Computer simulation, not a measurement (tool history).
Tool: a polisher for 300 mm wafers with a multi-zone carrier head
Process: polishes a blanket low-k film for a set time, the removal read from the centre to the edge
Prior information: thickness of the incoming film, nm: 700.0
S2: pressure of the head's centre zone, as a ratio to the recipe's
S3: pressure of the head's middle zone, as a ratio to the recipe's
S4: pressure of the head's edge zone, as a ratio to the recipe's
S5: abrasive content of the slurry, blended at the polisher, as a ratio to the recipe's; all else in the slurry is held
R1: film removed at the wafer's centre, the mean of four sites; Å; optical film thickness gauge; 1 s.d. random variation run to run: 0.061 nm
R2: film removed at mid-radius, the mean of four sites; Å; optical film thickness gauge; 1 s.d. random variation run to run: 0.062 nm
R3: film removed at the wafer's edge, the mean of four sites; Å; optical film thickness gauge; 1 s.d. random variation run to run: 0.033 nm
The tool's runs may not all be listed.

run 1 hour=0 | flow_of_slurry_(ml/min)=130 S2=1 S3=1 S4=1 S5=1 polishing_time_(s)=32 | R1=97.627 R2=94.393 R3=95.991
run 2 hour=5.1 | flow_of_slurry_(ml/min)=130 S2=1 S3=1 S4=1 S5=1 polishing_time_(s)=37 | R1=113.81 R2=109.35 R3=110.67
run 3 hour=7.4 | flow_of_slurry_(ml/min)=130 S2=1 S3=1 S4=1 S5=1.2 polishing_time_(s)=37 | R1=123.05 R2=121.69 R3=119.75
run 4 hour=11.5 | flow_of_slurry_(ml/min)=130 S2=1 S3=1 S4=0.92 S5=1.2 polishing_time_(s)=37 | R1=122.05 R2=119.92 R3=114.05
run 5 hour=13.4 | flow_of_slurry_(ml/min)=120 S2=0.99 S3=0.98 S4=0.89 S5=1 polishing_time_(s)=32 | R1=95.693 R2=94.343 R3=89.861
run 6 hour=19.2 | flow_of_slurry_(ml/min)=120 S2=0.99 S3=0.93 S4=0.89 S5=1 polishing_time_(s)=32 | R1=95.037 R2=91.063 R3=88.421
run 7 hour=26.1 | flow_of_slurry_(ml/min)=115 S2=0.99 S3=0.9 S4=0.9 S5=0.85 polishing_time_(s)=28 | R1=76.185 R2=69.059 R3=72.466
run 8 hour=32.1 | flow_of_slurry_(ml/min)=110 S2=0.98 S3=0.89 S4=0.88 S5=0.75 polishing_time_(s)=26 | R1=65.649 R2=58.368 R3=62.765
run 9 hour=35 | flow_of_slurry_(ml/min)=100 S2=0.94 S3=0.9 S4=0.81 S5=0.5 polishing_time_(s)=23 | R1=45.001 R2=42.524 R3=42.528
run 10 hour=37.8 | flow_of_slurry_(ml/min)=135 S2=0.93 S3=0.84 S4=0.89 S5=0.5 polishing_time_(s)=23 | R1=46.833 R2=43.33 R3=47.268

Expected results for the next run?
run 11 hour=41.3 | flow_of_slurry_(ml/min)=140 S2=0.94 S3=0.84 S4=0.89 S5=0.5 polishing_time_(s)=23 | R1=? R2=? R3=?

R1: 47.663 Å
R2: 42.803 Å
R3: 46.738 Å

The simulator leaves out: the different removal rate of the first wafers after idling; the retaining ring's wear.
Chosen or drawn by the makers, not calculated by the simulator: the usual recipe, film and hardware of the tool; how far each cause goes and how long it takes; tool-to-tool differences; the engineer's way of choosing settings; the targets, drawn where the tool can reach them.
